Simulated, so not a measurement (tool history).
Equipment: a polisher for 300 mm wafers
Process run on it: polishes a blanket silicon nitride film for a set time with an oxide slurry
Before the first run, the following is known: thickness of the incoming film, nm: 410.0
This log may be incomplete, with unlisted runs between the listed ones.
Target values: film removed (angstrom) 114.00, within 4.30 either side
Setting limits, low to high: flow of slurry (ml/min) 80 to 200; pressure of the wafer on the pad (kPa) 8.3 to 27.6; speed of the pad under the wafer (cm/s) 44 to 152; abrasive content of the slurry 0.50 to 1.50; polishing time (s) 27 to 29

run	hour	flow of slurry (ml/min)	pressure of the wafer on the pad (kPa)	speed of the pad under the wafer (cm/s)	abrasive content of the slurry	polishing time (s)	film removed (angstrom)
1	0.0	130	17.9	98	1.00	29	141.79
2	3.1	130	17.2	98	1.00	29	139.90
3	6.6	130	20.0	98	1.00	29	162.88
4	7.2	130	22.8	98	1.00	29	183.74
5	15.4	130	21.4	98	1.00	29	175.48
6	22.2	130	21.4	116	1.00	29	192.45
7	29.9	130	20.0	116	1.00	29	180.01
8	37.9	130	18.6	116	1.00	29	166.80
9	44.8	115	13.8	114	1.00	29	123.45

Pick the move, out of 4, that brings all results within their allowed miss; only one does.
A	51.7	130	15.2	120	1.10	27	?
B	51.7	110	15.9	116	0.95	29	?
C	51.7	145	14.5	124	1.00	29	?
D	51.7	130	13.8	114	0.90	28	?

move	film removed (angstrom)
A	137.16
B	134.47
C	140.36
D	113.38
A: misses by more than the last run did
B: misses by more than the last run did
C: misses by more than the last run did
D: every result within its allowed miss
The right move is D.
